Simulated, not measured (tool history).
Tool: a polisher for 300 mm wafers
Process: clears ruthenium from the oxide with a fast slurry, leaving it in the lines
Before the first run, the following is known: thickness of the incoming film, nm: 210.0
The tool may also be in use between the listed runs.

run	hour	flow of slurry (ml/min)	pressure of the wafer on the pad (psi)	speed of the pad under the wafer (m/s)	abrasive content of the slurry	overpolish time after the end point (s)	time until the end point was called (s)	dishing of a wide line in a test structure (Å)
1	0	210	1.7	0.96	1	23	88.82	403.27
2	4.1	210	1.7	1.06	1	23	82.939	437.84
3	12.6	210	1.7	1.06	0.8	23	93.965	423.01
4	17.7	210	1.7	1.06	0.95	23	85.712	445.76
5	20.7	210	1.7	0.88	0.95	23	95.605	403.11
6	26.5	210	1.8	0.88	0.95	22	90.382	397.05

Run 7 has not been measured yet. What should we expect?
7	27.1	210	1.9	0.88	0.95	21	?	?

Run 7 gave time until the end point was called (s) 85.228, dishing of a wide line in a test structure (Å) 398.36.

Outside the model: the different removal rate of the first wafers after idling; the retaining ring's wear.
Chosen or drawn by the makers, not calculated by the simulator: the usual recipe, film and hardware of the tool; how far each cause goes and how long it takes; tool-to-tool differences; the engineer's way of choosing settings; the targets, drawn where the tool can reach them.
